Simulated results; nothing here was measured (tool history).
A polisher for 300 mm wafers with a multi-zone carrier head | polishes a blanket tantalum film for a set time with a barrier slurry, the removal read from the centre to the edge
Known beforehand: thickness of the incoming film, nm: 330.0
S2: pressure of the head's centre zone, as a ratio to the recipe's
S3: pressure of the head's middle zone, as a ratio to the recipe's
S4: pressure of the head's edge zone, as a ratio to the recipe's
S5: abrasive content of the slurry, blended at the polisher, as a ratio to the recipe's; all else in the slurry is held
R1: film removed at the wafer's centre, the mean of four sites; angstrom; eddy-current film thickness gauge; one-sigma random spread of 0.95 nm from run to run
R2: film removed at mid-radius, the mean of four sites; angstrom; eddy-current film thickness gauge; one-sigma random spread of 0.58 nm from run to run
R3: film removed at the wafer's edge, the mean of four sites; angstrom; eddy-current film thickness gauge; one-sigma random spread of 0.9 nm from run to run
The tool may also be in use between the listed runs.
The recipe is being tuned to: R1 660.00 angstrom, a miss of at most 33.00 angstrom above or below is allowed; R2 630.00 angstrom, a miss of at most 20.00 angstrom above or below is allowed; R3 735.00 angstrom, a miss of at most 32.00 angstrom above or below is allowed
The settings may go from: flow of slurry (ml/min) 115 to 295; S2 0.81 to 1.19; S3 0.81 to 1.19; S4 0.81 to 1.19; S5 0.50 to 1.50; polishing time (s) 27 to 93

Run 1, hour 0.0: flow of slurry (ml/min) 190, S2 1.00, S3 1.00, S4 1.00, S5 1.00, polishing time (s) 59. Result: R1 1295.10 angstrom, R2 1244.70 angstrom, R3 1316.30 angstrom.
Run 2, hour 5.1: flow of slurry (ml/min) 190, S2 1.00, S3 1.00, S4 1.05, S5 1.00, polishing time (s) 59. Result: R1 1273.10 angstrom, R2 1278.60 angstrom, R3 1361.80 angstrom.
Run 3, hour 10.1: flow of slurry (ml/min) 190, S2 1.00, S3 0.95, S4 1.05, S5 1.00, polishing time (s) 59. Result: R1 1239.00 angstrom, R2 1220.10 angstrom, R3 1349.50 angstrom.
Run 4, hour 14.8: flow of slurry (ml/min) 155, S2 1.00, S3 0.95, S4 1.05, S5 1.00, polishing time (s) 59. Result: R1 1223.60 angstrom, R2 1161.70 angstrom, R3 1315.80 angstrom.
Run 5, hour 17.3: flow of slurry (ml/min) 155, S2 0.99, S3 0.94, S4 1.04, S5 0.95, polishing time (s) 57. Result: R1 1169.20 angstrom, R2 1126.10 angstrom, R3 1243.60 angstrom.
Run 6, hour 26.1: flow of slurry (ml/min) 150, S2 0.99, S3 0.93, S4 1.05, S5 0.95, polishing time (s) 54. Result: R1 1071.50 angstrom, R2 1059.80 angstrom, R3 1170.50 angstrom.
Run 7, hour 26.8: flow of slurry (ml/min) 150, S2 0.99, S3 0.93, S4 1.05, S5 0.95, polishing time (s) 54. Result: R1 1056.80 angstrom, R2 1055.50 angstrom, R3 1143.10 angstrom.
Run 8, hour 28.1: flow of slurry (ml/min) 145, S2 1.00, S3 0.92, S4 1.06, S5 0.95, polishing time (s) 51. Result: R1 1018.70 angstrom, R2 963.92 angstrom, R3 1098.70 angstrom.
Run 9, hour 31.1: flow of slurry (ml/min) 145, S2 1.00, S3 0.91, S4 1.06, S5 0.90, polishing time (s) 49. Result: R1 959.76 angstrom, R2 923.36 angstrom, R3 1039.80 angstrom.
Run 10, hour 34.6: flow of slurry (ml/min) 145, S2 1.00, S3 0.90, S4 1.06, S5 0.85, polishing time (s) 48. Result: R1 915.91 angstrom, R2 880.24 angstrom, R3 1034.30 angstrom.
Run 11, hour 39.1: flow of slurry (ml/min) 140, S2 1.00, S3 0.90, S4 1.05, S5 0.80, polishing time (s) 47. Result: R1 898.41 angstrom, R2 849.00 angstrom, R3 964.01 angstrom.
Run 12, hour 40.7: flow of slurry (ml/min) 130, S2 0.90, S3 0.81, S4 1.08, S5 0.55, polishing time (s) 37. Result: R1 586.94 angstrom, R2 551.18 angstrom, R3 703.09 angstrom.
Run 13, hour 41.9: flow of slurry (ml/min) 135, S2 0.91, S3 0.82, S4 1.08, S5 0.55, polishing time (s) 37. Result: R1 597.54 angstrom, R2 554.62 angstrom, R3 720.31 angstrom.
Run 14, hour 46.7: flow of slurry (ml/min) 180, S2 0.97, S3 0.92, S4 0.98, S5 0.55, polishing time (s) 37. Result: R1 652.43 angstrom, R2 638.68 angstrom, R3 687.72 angstrom.

Next run, 5 choices. One meets every target within its allowed miss, the rest don't. Which?
Run A, hour 51.5: flow of slurry (ml/min) 190, S2 0.94, S3 0.86, S4 1.01, S5 0.50, polishing time (s) 39. Result: R1 ?, R2 ?, R3 ?.
Run B, hour 51.5: flow of slurry (ml/min) 170, S2 0.97, S3 0.95, S4 0.97, S5 0.50, polishing time (s) 37. Result: R1 ?, R2 ?, R3 ?.
Run C, hour 51.5: flow of slurry (ml/min) 185, S2 0.86, S3 0.96, S4 1.04, S5 0.55, polishing time (s) 37. Result: R1 ?, R2 ?, R3 ?.
Run D, hour 51.5: flow of slurry (ml/min) 145, S2 1.09, S3 0.91, S4 1.12, S5 0.80, polishing time (s) 37. Result: R1 ?, R2 ?, R3 ?.
Run E, hour 51.5: flow of slurry (ml/min) 120, S2 1.01, S3 0.82, S4 1.04, S5 0.50, polishing time (s) 46. Result: R1 ?, R2 ?, R3 ?.

move      R1      R2      R3
   A  652.33  627.14  739.35
   B  627.79  635.92  679.09
   C  576.71  664.63  724.86
   D  765.82  667.23  799.49
   E  759.02  659.24  838.13
A: all results in spec
B: moves away from the targets compared with the last run
C: brings the result that was furthest off to its target, and leaves another outside
D: pushes the last run's worst result past its target
E: pushes the last run's worst result past its target
A meets every target.
